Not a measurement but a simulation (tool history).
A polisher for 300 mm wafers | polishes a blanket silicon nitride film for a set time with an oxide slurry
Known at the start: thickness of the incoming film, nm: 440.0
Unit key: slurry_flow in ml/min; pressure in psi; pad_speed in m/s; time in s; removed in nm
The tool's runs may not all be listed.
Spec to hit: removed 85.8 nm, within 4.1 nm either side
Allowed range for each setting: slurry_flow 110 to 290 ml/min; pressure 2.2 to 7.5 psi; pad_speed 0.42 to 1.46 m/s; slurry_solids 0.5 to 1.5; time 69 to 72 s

Run 1, day 0: slurry_flow 185 ml/min, pressure 4.8 psi, pad_speed 0.94 m/s, slurry_solids 1, time 69 s. Result: removed 60.152 nm.
Run 2, day 0.217: slurry_flow 185 ml/min, pressure 5.3 psi, pad_speed 0.94 m/s, slurry_solids 1, time 69 s. Result: removed 64.521 nm.
Run 3, day 0.312: slurry_flow 220 ml/min, pressure 5.3 psi, pad_speed 0.94 m/s, slurry_solids 1, time 69 s. Result: removed 66.07 nm.
Run 4, day 0.654: slurry_flow 260 ml/min, pressure 5.3 psi, pad_speed 0.94 m/s, slurry_solids 1, time 69 s. Result: removed 64.643 nm.
Run 5, day 0.917: slurry_flow 260 ml/min, pressure 5.7 psi, pad_speed 0.94 m/s, slurry_solids 1, time 69 s. Result: removed 71.078 nm.
Run 6, day 0.967: slurry_flow 260 ml/min, pressure 5.9 psi, pad_speed 0.94 m/s, slurry_solids 1, time 69 s. Result: removed 74.157 nm.
Run 7, day 0.992: slurry_flow 260 ml/min, pressure 6.1 psi, pad_speed 0.94 m/s, slurry_solids 1, time 69 s. Result: removed 76.256 nm.
Run 8, day 1.167: slurry_flow 260 ml/min, pressure 6.3 psi, pad_speed 0.94 m/s, slurry_solids 1, time 69 s. Result: removed 79.036 nm.
Run 9, day 1.262: slurry_flow 260 ml/min, pressure 6.4 psi, pad_speed 0.94 m/s, slurry_solids 1, time 69 s. Result: removed 82.181 nm.
Run 10, day 1.412: slurry_flow 260 ml/min, pressure 6.5 psi, pad_speed 0.94 m/s, slurry_solids 1, time 69 s. Result: removed 82.832 nm.

Below are 4 possible settings for the next run. Only one of them brings all results inside the allowed miss of their targets. Which is it?
Run A, day 1.562: slurry_flow 250 ml/min, pressure 6 psi, pad_speed 0.96 m/s, slurry_solids 1, time 71 s. Result: removed ?.
Run B, day 1.562: slurry_flow 220 ml/min, pressure 7.2 psi, pad_speed 0.76 m/s, slurry_solids 0.9, time 69 s. Result: removed ?.
Run C, day 1.562: slurry_flow 255 ml/min, pressure 7 psi, pad_speed 0.9 m/s, slurry_solids 0.95, time 71 s. Result: removed ?.
Run D, day 1.562: slurry_flow 250 ml/min, pressure 6.3 psi, pad_speed 0.96 m/s, slurry_solids 0.9, time 72 s. Result: removed ?.

move  removed
   A   78.472
   B   75.022
   C   85.878
   D   78.573
A: its largest miss is bigger than the last run's
B: its largest miss is bigger than the last run's
C: every result lands within tolerance
D: its largest miss is bigger than the last run's
Move C is the one to make.
